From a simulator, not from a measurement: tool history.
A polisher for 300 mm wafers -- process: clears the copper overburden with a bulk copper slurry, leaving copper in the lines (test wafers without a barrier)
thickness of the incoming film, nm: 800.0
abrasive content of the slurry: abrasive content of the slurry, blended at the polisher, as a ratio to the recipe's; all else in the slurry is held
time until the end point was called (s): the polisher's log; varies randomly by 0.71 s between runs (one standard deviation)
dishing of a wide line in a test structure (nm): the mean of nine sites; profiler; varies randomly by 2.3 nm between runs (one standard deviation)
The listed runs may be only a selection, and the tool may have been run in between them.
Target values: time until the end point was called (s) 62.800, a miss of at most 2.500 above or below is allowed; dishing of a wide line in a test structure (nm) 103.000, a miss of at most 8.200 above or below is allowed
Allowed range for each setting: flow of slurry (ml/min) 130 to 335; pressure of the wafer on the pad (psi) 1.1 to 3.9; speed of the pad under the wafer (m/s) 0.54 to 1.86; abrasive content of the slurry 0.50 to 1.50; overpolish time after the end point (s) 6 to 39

run	hour	flow of slurry (ml/min)	pressure of the wafer on the pad (psi)	speed of the pad under the wafer (m/s)	abrasive content of the slurry	overpolish time after the end point (s)	time until the end point was called (s)	dishing of a wide line in a test structure (nm)
1	0.0	215	2.5	1.18	1.00	20	83.766	90.666
2	4.4	215	2.6	1.18	1.00	20	80.252	91.093
3	5.4	215	2.7	1.18	1.00	20	76.606	93.235
4	11.5	215	2.8	1.18	1.00	20	73.952	95.034
5	20.5	215	2.8	1.18	1.00	17	73.640	94.369
6	25.9	215	2.9	1.18	1.00	17	71.324	92.311
7	30.4	215	3.0	1.18	1.00	18	68.688	98.969
8	31.8	215	3.1	1.18	1.00	17	67.344	95.051
9	35.4	215	3.1	1.18	1.00	18	65.593	95.861
10	42.3	215	3.1	1.18	1.00	19	67.811	103.670

5 candidate next runs follow, results not yet known. Just one meets every target within its allowed miss. Identify it.
A	49.2	200	2.6	1.34	0.95	20	?	?
B	49.2	220	3.4	1.04	1.10	33	?	?
C	49.2	215	3.1	1.22	1.10	19	?	?
D	49.2	185	3.6	1.12	0.95	13	?	?
E	49.2	165	3.1	1.26	0.65	18	?	?

move	time until the end point was called (s)	dishing of a wide line in a test structure (nm)
A	72.645	98.616
B	68.618	119.670
C	64.396	104.290
D	64.224	90.991
E	73.777	97.100
A: misses by more than the last run did
B: misses by more than the last run did
C: in spec on every target
D: brings the result that was furthest off to its target, and leaves another outside
E: misses by more than the last run did
Go with C: it meets all targets.

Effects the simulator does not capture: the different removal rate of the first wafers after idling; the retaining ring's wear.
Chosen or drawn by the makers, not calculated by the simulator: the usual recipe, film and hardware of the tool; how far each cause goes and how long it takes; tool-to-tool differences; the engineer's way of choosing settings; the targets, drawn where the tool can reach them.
